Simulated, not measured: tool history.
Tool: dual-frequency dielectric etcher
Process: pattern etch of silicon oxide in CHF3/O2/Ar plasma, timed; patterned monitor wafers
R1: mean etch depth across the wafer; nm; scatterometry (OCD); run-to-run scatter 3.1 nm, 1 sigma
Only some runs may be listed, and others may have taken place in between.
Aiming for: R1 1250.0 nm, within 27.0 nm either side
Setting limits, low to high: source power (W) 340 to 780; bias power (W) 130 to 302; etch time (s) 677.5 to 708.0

run 1 hour=0.0 | source_power_(W)=560 bias_power_(W)=216 etch_time_(s)=677.5 | R1=1373.9
run 2 hour=1.5 | source_power_(W)=560 bias_power_(W)=198 etch_time_(s)=677.5 | R1=1333.8
run 3 hour=3.4 | source_power_(W)=560 bias_power_(W)=198 etch_time_(s)=677.5 | R1=1338.5
run 4 hour=7.4 | source_power_(W)=550 bias_power_(W)=197 etch_time_(s)=677.5 | R1=1318.4
run 5 hour=11.1 | source_power_(W)=540 bias_power_(W)=196 etch_time_(s)=677.5 | R1=1308.6
run 6 hour=16.5 | source_power_(W)=540 bias_power_(W)=214 etch_time_(s)=677.5 | R1=1353.3
run 7 hour=17.3 | source_power_(W)=540 bias_power_(W)=214 etch_time_(s)=677.5 | R1=1344.9
run 8 hour=26.2 | source_power_(W)=530 bias_power_(W)=213 etch_time_(s)=677.5 | R1=1338.3
run 9 hour=27.9 | source_power_(W)=520 bias_power_(W)=212 etch_time_(s)=677.5 | R1=1324.4
run 10 hour=28.7 | source_power_(W)=520 bias_power_(W)=212 etch_time_(s)=677.5 | R1=1326.9
run 11 hour=37.0 | source_power_(W)=510 bias_power_(W)=211 etch_time_(s)=677.5 | R1=1302.3
run 12 hour=37.6 | source_power_(W)=490 bias_power_(W)=209 etch_time_(s)=677.5 | R1=1275.8

Next run, 5 choices. One meets every target within its allowed miss, the rest don't. Which?
run A hour=38.2 | source_power_(W)=550 bias_power_(W)=217 etch_time_(s)=688.5 | R1=?
run B hour=38.2 | source_power_(W)=510 bias_power_(W)=213 etch_time_(s)=682.5 | R1=?
run C hour=38.2 | source_power_(W)=470 bias_power_(W)=222 etch_time_(s)=692.5 | R1=?
run D hour=38.2 | source_power_(W)=470 bias_power_(W)=201 etch_time_(s)=683.5 | R1=?
run E hour=38.2 | source_power_(W)=500 bias_power_(W)=205 etch_time_(s)=699.0 | R1=?

move=A R1=1382.9
move=B R1=1315.4
move=C R1=1305.9
move=D R1=1241.1
move=E R1=1315.9
A: further off than the last run
B: further off than the last run
C: further off than the last run
D: in spec on every target
E: further off than the last run
Move D is the one to make.
